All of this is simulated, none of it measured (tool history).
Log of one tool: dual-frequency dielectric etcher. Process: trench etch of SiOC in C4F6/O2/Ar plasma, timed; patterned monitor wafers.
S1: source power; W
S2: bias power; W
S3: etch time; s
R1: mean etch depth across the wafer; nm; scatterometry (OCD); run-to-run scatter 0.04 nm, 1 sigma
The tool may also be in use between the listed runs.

run  hour   S1   S2   S3      R1
  1   0.0  490  234  7.5  16.081
  2   3.9  490  256  7.5  16.279
  3   8.5  470  254  7.5  15.905
  4  15.7  470  277  7.5  16.238
     22.8  -- source power generator calibrated
  5  22.8  470  237  7.5  16.020
  6  31.0  440  234  7.5  15.359

Run 7 is up next; what results do you expect?
  7  39.3  380  232  7.5   ?

{"run 7": {"R1": 13.866}}

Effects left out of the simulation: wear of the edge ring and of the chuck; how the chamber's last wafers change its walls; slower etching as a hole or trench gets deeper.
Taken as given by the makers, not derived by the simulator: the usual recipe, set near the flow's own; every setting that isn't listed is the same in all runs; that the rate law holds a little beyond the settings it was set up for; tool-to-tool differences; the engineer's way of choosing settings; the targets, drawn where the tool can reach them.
